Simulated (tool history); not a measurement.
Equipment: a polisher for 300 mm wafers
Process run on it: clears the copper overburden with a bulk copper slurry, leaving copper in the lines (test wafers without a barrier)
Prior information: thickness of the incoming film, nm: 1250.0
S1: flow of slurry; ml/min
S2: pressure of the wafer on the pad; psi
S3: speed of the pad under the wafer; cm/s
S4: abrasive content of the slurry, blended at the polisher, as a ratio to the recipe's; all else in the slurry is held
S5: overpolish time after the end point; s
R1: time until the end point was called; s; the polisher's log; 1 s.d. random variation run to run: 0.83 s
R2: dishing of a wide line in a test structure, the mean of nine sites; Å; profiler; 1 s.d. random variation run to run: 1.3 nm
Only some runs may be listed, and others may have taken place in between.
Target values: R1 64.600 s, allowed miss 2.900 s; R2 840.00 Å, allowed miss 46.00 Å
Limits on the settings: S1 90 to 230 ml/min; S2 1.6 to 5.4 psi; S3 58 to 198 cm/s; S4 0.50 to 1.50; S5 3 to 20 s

{"run": 1, "hour": 0.0, "S1": 150, "S2": 3.5, "S3": 128, "S4": 1.0, "S5": 10, "R1": 98.509, "R2": 630.48}
{"run": 2, "hour": 8.4, "S1": 150, "S2": 3.5, "S3": 128, "S4": 1.0, "S5": 12, "R1": 101.23, "R2": 691.55}
{"run": 3, "hour": 16.0, "S1": 150, "S2": 3.5, "S3": 128, "S4": 1.15, "S5": 12, "R1": 97.635, "R2": 720.55}
{"run": 4, "hour": 24.8, "S1": 150, "S2": 3.7, "S3": 128, "S4": 1.15, "S5": 12, "R1": 93.866, "R2": 748.51}
{"run": 5, "hour": 25.4, "S1": 150, "S2": 3.7, "S3": 150, "S4": 1.15, "S5": 12, "R1": 83.632, "R2": 789.59}
{"run": 6, "hour": 32.5, "S1": 150, "S2": 3.9, "S3": 152, "S4": 1.15, "S5": 12, "R1": 80.84, "R2": 791.13}
{"run": 7, "hour": 36.6, "S1": 150, "S2": 4.1, "S3": 154, "S4": 1.15, "S5": 12, "R1": 76.972, "R2": 826.38}
{"run": 8, "hour": 41.5, "S1": 150, "S2": 4.1, "S3": 154, "S4": 1.15, "S5": 12, "R1": 75.82, "R2": 831.85}
{"run": 9, "hour": 49.2, "S1": 150, "S2": 4.2, "S3": 154, "S4": 1.15, "S5": 12, "R1": 74.693, "R2": 835.72}

4 candidate next runs follow, results not yet known. Just one meets every target within its allowed miss. Identify it.
{"run": "A", "hour": 56.9, "S1": 195, "S2": 4.9, "S3": 160, "S4": 1.25, "S5": 9, "R1": "?", "R2": "?"}
{"run": "B", "hour": 56.9, "S1": 145, "S2": 4.8, "S3": 168, "S4": 1.0, "S5": 12, "R1": "?", "R2": "?"}
{"run": "C", "hour": 56.9, "S1": 150, "S2": 4.6, "S3": 172, "S4": 1.15, "S5": 14, "R1": "?", "R2": "?"}
{"run": "D", "hour": 56.9, "S1": 165, "S2": 4.7, "S3": 154, "S4": 1.25, "S5": 10, "R1": "?", "R2": "?"}

move=A R1=60.886 R2=827.20
move=B R1=65.966 R2=916.45
move=C R1=64.746 R2=981.61
move=D R1=66.219 R2=833.40
A: takes the result that was furthest off past its target
B: the worst result of the last run now meets its target, but another is out of spec
C: the worst result of the last run now meets its target, but another is out of spec
D: meets every target
The right move is D.

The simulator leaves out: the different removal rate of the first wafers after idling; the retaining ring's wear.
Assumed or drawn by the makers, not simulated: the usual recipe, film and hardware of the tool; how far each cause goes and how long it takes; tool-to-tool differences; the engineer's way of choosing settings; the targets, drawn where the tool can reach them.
